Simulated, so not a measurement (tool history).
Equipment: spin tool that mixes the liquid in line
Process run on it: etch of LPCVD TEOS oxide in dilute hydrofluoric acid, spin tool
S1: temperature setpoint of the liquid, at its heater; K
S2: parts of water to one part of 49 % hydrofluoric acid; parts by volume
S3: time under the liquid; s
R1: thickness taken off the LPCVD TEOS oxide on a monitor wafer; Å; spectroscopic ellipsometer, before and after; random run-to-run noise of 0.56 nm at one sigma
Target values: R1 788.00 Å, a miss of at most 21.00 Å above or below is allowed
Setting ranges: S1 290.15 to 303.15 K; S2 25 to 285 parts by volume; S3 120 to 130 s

{"run": 1, "hour": 0.0, "S1": 295.15, "S2": 155, "S3": 120, "R1": 222.81}
{"run": 2, "hour": 7.7, "S1": 296.65, "S2": 130, "S3": 120, "R1": 290.66}
{"run": 3, "hour": 9.9, "S1": 296.65, "S2": 185, "S3": 120, "R1": 192.36}
{"run": 4, "hour": 17.3, "S1": 297.65, "S2": 155, "S3": 120, "R1": 244.85}
{"run": 5, "hour": 19.1, "S1": 298.65, "S2": 130, "S3": 120, "R1": 313.76}
{"run": 6, "hour": 22.7, "S1": 298.65, "S2": 110, "S3": 120, "R1": 378.94}
{"run": 7, "hour": 25.6, "S1": 299.65, "S2": 95, "S3": 120, "R1": 466.89}
{"run": 8, "hour": 33.8, "S1": 300.15, "S2": 85, "S3": 120, "R1": 538.57}
{"run": 9, "hour": 36.4, "S1": 303.15, "S2": 50, "S3": 120, "R1": 1094.5}
{"run": 10, "hour": 44.5, "S1": 302.65, "S2": 50, "S3": 120, "R1": 1061.9}
{"run": 11, "hour": 47.0, "S1": 302.15, "S2": 50, "S3": 120, "R1": 1050.4}
{"run": 12, "hour": 48.7, "S1": 301.65, "S2": 50, "S3": 120, "R1": 1033.1}
{"run": 13, "hour": 51.7, "S1": 300.65, "S2": 50, "S3": 120, "R1": 981.19}
{"run": 14, "hour": 58.1, "S1": 299.65, "S2": 50, "S3": 120, "R1": 951.14}
{"hour": 63.4, "done": "hydrofluoric acid flow meter replaced"}
{"run": 15, "hour": 63.4, "S1": 298.65, "S2": 50, "S3": 120, "R1": 1013.6}
{"run": 16, "hour": 68.0, "S1": 298.65, "S2": 55, "S3": 120, "R1": 912.14}
{"run": 17, "hour": 70.7, "S1": 298.15, "S2": 55, "S3": 120, "R1": 894.7}
{"run": 18, "hour": 73.3, "S1": 297.65, "S2": 55, "S3": 120, "R1": 864.77}

Which one of the following 4 next-run settings gets every result inside its allowed miss? There is exactly one.
{"run": "A", "hour": 75.9, "S1": 298.65, "S2": 70, "S3": 125, "R1": "?"}
{"run": "B", "hour": 75.9, "S1": 296.65, "S2": 60, "S3": 125, "R1": "?"}
{"run": "C", "hour": 75.9, "S1": 300.15, "S2": 55, "S3": 125, "R1": "?"}
{"run": "D", "hour": 75.9, "S1": 298.15, "S2": 60, "S3": 125, "R1": "?"}

move=A R1=728.00
move=B R1=793.60
move=C R1=1004.40
move=D R1=843.62
A: takes the result that was furthest off past its target
B: all results land within tolerance of their targets
C: moves away from the targets compared with the last run
D: closer than the last run, but not yet in spec
Correct choice: B, which meets every target
